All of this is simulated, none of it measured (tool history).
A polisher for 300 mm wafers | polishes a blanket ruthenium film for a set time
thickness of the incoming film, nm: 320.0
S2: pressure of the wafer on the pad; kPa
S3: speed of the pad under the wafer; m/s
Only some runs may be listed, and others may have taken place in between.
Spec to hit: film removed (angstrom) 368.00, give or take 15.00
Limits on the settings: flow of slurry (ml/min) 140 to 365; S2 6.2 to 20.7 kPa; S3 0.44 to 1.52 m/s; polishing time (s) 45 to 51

{"run": 1, "day": 0.0, "flow of slurry (ml/min)": 235, "S2": 13.1, "S3": 0.98, "polishing time (s)": 51, "film removed (angstrom)": 610.65}
{"run": 2, "day": 0.162, "flow of slurry (ml/min)": 235, "S2": 11.7, "S3": 0.98, "polishing time (s)": 51, "film removed (angstrom)": 559.03}
{"run": 3, "day": 0.412, "flow of slurry (ml/min)": 235, "S2": 11.7, "S3": 0.78, "polishing time (s)": 51, "film removed (angstrom)": 443.97}
{"run": 4, "day": 0.529, "flow of slurry (ml/min)": 235, "S2": 11.0, "S3": 0.78, "polishing time (s)": 51, "film removed (angstrom)": 431.44}
{"run": 5, "day": 0.596, "flow of slurry (ml/min)": 235, "S2": 14.5, "S3": 0.78, "polishing time (s)": 51, "film removed (angstrom)": 545.01}
{"run": 6, "day": 0.742, "flow of slurry (ml/min)": 235, "S2": 13.8, "S3": 0.78, "polishing time (s)": 51, "film removed (angstrom)": 526.83}
{"run": 7, "day": 0.829, "flow of slurry (ml/min)": 235, "S2": 13.1, "S3": 0.78, "polishing time (s)": 51, "film removed (angstrom)": 493.18}
{"run": 8, "day": 1.054, "flow of slurry (ml/min)": 235, "S2": 12.4, "S3": 0.78, "polishing time (s)": 51, "film removed (angstrom)": 476.27}
{"run": 9, "day": 1.292, "flow of slurry (ml/min)": 235, "S2": 11.7, "S3": 0.78, "polishing time (s)": 51, "film removed (angstrom)": 441.22}
{"run": 10, "day": 1.479, "flow of slurry (ml/min)": 235, "S2": 11.0, "S3": 0.78, "polishing time (s)": 51, "film removed (angstrom)": 419.18}
{"run": 11, "day": 1.825, "flow of slurry (ml/min)": 235, "S2": 10.3, "S3": 0.78, "polishing time (s)": 51, "film removed (angstrom)": 393.21}

5 next moves are on the table. One of them brings every result within its allowed miss. Which?
{"run": "A", "day": 2.171, "flow of slurry (ml/min)": 200, "S2": 9.7, "S3": 0.92, "polishing time (s)": 50, "film removed (angstrom)": "?"}
{"run": "B", "day": 2.171, "flow of slurry (ml/min)": 240, "S2": 9.7, "S3": 0.8, "polishing time (s)": 49, "film removed (angstrom)": "?"}
{"run": "C", "day": 2.171, "flow of slurry (ml/min)": 180, "S2": 14.5, "S3": 0.62, "polishing time (s)": 50, "film removed (angstrom)": "?"}
{"run": "D", "day": 2.171, "flow of slurry (ml/min)": 210, "S2": 10.3, "S3": 0.8, "polishing time (s)": 51, "film removed (angstrom)": "?"}
{"run": "E", "day": 2.171, "flow of slurry (ml/min)": 225, "S2": 9.7, "S3": 0.98, "polishing time (s)": 48, "film removed (angstrom)": "?"}

move=A film_removed_(angstrom)=419.24
move=B film_removed_(angstrom)=370.18
move=C film_removed_(angstrom)=426.15
move=D film_removed_(angstrom)=404.55
move=E film_removed_(angstrom)=432.86
A: its largest miss is bigger than the last run's
B: every result lands within tolerance
C: its largest miss is bigger than the last run's
D: its largest miss is bigger than the last run's
E: its largest miss is bigger than the last run's
Answer: B
